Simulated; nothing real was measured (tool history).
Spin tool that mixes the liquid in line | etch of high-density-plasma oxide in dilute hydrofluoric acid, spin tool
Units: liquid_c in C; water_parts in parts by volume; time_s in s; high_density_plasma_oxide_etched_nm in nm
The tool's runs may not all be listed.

run    day  liquid_c  water_parts  time_s  high_density_plasma_oxide_etched_nm
  1  0.000      24.0           95      95                               5.2431
  2  0.308      26.0           85      95                               6.4074
  3  0.367      28.0           85      95                               6.9173
  4  0.671      29.0           80      95                               7.7311
  5  0.996      29.0           95      95                               6.3090
  6  1.308      30.5           95      95                               6.7456

Forecast run 7:
  7  1.504      31.0           85      95                                    ?

high_density_plasma_oxide_etched_nm: 7.7239 nm
